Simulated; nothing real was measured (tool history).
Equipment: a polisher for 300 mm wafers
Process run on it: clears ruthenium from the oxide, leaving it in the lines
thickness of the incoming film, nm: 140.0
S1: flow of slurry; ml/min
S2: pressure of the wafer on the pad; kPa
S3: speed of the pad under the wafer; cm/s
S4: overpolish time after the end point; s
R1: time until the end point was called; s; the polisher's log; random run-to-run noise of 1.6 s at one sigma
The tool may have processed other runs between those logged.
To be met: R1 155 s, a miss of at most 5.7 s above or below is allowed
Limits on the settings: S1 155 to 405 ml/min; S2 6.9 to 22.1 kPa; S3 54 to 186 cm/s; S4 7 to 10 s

Run 1, day 0: S1 260 ml/min, S2 14.5 kPa, S3 118 cm/s, S4 10 s. Result: R1 85.904 s.
Run 2, day 0.05: S1 260 ml/min, S2 13.1 kPa, S3 116 cm/s, S4 10 s. Result: R1 93.779 s.
Run 3, day 0.275: S1 260 ml/min, S2 11.7 kPa, S3 112 cm/s, S4 10 s. Result: R1 108.5 s.
Run 4, day 0.612: S1 315 ml/min, S2 11.7 kPa, S3 112 cm/s, S4 10 s. Result: R1 103.24 s.
Run 5, day 0.762: S1 305 ml/min, S2 11 kPa, S3 110 cm/s, S4 10 s. Result: R1 115.1 s.
Run 6, day 1.138: S1 305 ml/min, S2 10.3 kPa, S3 110 cm/s, S4 10 s. Result: R1 121.26 s.
Run 7, day 1.204: S1 300 ml/min, S2 9.7 kPa, S3 110 cm/s, S4 10 s. Result: R1 130.92 s.
Run 8, day 1.567: S1 290 ml/min, S2 9.7 kPa, S3 110 cm/s, S4 10 s. Result: R1 131.77 s.
Run 9, day 1.612: S1 290 ml/min, S2 9.7 kPa, S3 110 cm/s, S4 10 s. Result: R1 131 s.

Pick the move, out of 5, that brings all results within their allowed miss; only one does.
Run A, day 1.658: S1 300 ml/min, S2 9 kPa, S3 148 cm/s, S4 7 s. Result: R1 ?.
Run B, day 1.658: S1 240 ml/min, S2 13.1 kPa, S3 112 cm/s, S4 10 s. Result: R1 ?.
Run C, day 1.658: S1 290 ml/min, S2 10.3 kPa, S3 82 cm/s, S4 10 s. Result: R1 ?.
Run D, day 1.658: S1 320 ml/min, S2 7.6 kPa, S3 106 cm/s, S4 7 s. Result: R1 ?.
Run E, day 1.658: S1 300 ml/min, S2 7.6 kPa, S3 102 cm/s, S4 7 s. Result: R1 ?.

move      R1
   A   108.8
   B  98.449
   C  156.32
   D  168.67
   E  175.22
A: moves away from the targets compared with the last run
B: moves away from the targets compared with the last run
C: hits every target within its allowed miss
D: carries the result that was furthest off beyond its target, to the other side
E: carries the result that was furthest off beyond its target, to the other side
C is the move that brings every result within its allowed miss.

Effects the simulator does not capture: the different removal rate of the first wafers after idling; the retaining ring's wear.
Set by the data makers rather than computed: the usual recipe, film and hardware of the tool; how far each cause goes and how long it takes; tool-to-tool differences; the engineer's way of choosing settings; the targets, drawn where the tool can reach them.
